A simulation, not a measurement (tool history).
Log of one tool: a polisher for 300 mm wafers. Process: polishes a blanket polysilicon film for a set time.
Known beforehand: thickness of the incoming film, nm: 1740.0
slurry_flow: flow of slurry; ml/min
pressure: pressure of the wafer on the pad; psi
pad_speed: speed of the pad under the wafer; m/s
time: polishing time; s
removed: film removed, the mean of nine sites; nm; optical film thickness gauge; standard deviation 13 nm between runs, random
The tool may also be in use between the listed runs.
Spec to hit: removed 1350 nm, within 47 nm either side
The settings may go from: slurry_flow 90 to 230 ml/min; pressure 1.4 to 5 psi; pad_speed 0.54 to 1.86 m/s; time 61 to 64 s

run  hour  slurry_flow  pressure  pad_speed  time  removed
  1     0          150       3.2       1.18    61   698.64
  2   8.6          150       3.2       1.34    61   784.25
  3  17.3          150       3.4       1.34    61   822.05
  4  19.4          150       3.6       1.34    61   880.62
  5  21.8          150       3.6       1.34    61   877.82
  6  28.6          150       3.6       1.34    64   929.75
  7  30.1          150       3.8       1.34    64   967.09
  8  31.4          150       3.8       1.34    64   959.97
  9  36.8          155         4       1.34    64   1024.7
 10  40.1          155       4.1       1.34    64   1057.3
 11    44          155       4.2       1.34    64     1081
 12  51.1          155       4.3       1.34    64   1113.2
 13  58.7          155       4.4       1.34    64     1115

Which of these 4 next moves meets every target?
  A  66.3          145       4.7        1.5    63        ?
  B  66.3          195       4.2        1.7    64        ?
  C  66.3          175         5        1.3    64        ?
  D  66.3          175         4       1.74    62        ?

move  removed
   A   1263.3
   B   1327.8
   C   1262.6
   D   1229.9
A: gains on the last run, yet a result remains outside its allowed miss
B: in spec on every target
C: gains on the last run, yet a result remains outside its allowed miss
D: gains on the last run, yet a result remains outside its allowed miss
Answer: B

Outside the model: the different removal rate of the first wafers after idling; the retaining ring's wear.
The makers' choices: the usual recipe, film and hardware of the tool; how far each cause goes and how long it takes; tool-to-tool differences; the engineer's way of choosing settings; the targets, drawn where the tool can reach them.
